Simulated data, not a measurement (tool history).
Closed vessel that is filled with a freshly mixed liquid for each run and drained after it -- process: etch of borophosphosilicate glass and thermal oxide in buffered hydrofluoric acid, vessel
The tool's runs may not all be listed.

| run | day | temperature setpoint of the liquid (K) | parts of 40 % ammonium fluoride to one part of 49 % hydrofluoric acid (parts by volume) | time in the liquid (s) | thickness taken off the borophosphosilicate glass on a monitor wafer (Å) | thickness taken off the thermal oxide on a monitor wafer (Å) |
|---|---|---|---|---|---|---|
| 1 | 0 | 296.15 | 7.5 | 60 | 2381.8 | 902.28 |
| 2 | 0.067 | 296.15 | 7.5 | 85 | 3326.7 | 1264.6 |
| 3 | 0.2 | 296.15 | 9.5 | 85 | 2624 | 1024.4 |
| 4 | 0.538 | 296.15 | 10.5 | 85 | 2449 | 945.52 |
| 5 | 0.896 | 298.15 | 10 | 85 | 2875.1 | 1093.6 |
| 6 | 1.129 | 298.15 | 8 | 85 | 3477.1 | 1327.2 |
| 7 | 1.254 | 299.65 | 8 | 85 | 3749.5 | 1440.4 |
| 8 | 1.512 | 300.65 | 8 | 85 | 4001.2 | 1535.8 |

Run 9, settings as shown, results not yet in. Your forecast:
| 9 | 1.788 | 301.15 | 8 | 85 | ? | ? |

{"run 9": {"thickness taken off the borophosphosilicate glass on a monitor wafer (Å)": 4000.7, "thickness taken off the thermal oxide on a monitor wafer (Å)": 1596.7}}
